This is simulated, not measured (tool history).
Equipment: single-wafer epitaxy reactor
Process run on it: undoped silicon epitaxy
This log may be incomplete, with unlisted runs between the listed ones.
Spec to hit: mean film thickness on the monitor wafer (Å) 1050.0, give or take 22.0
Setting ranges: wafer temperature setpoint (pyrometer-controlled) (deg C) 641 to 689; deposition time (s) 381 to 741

run,hour,wafer temperature setpoint (pyrometer-controlled) (deg C),deposition time (s),mean film thickness on the monitor wafer (Å)
1,0.0,665,561,1395.5
2,7.9,673,561,1658.6
3,14.4,668,560,1497.0
4,19.0,664,559,1356.9
5,21.4,670,559,1555.9
6,23.0,670,510,1404.2
7,27.1,667,509,1318.9
8,35.4,665,508,1256.9
9,41.7,663,508,1223.1
10,45.5,663,508,1194.1
11,49.8,662,508,1187.3
12,58.3,661,508,1159.5
13,62.6,660,508,1139.5

Pick the move, out of 4, that brings all results within their allowed miss; only one does.
A,66.9,656,556,?
B,66.9,666,436,?
C,66.9,659,516,?
D,66.9,660,473,?

move,mean film thickness on the monitor wafer (Å)
A,1126.2
B,1105.2
C,1118.5
D,1048.6
A: nearer the targets than the last run, but a result is still out of spec
B: nearer the targets than the last run, but a result is still out of spec
C: nearer the targets than the last run, but a result is still out of spec
D: in spec on every target
Answer: D

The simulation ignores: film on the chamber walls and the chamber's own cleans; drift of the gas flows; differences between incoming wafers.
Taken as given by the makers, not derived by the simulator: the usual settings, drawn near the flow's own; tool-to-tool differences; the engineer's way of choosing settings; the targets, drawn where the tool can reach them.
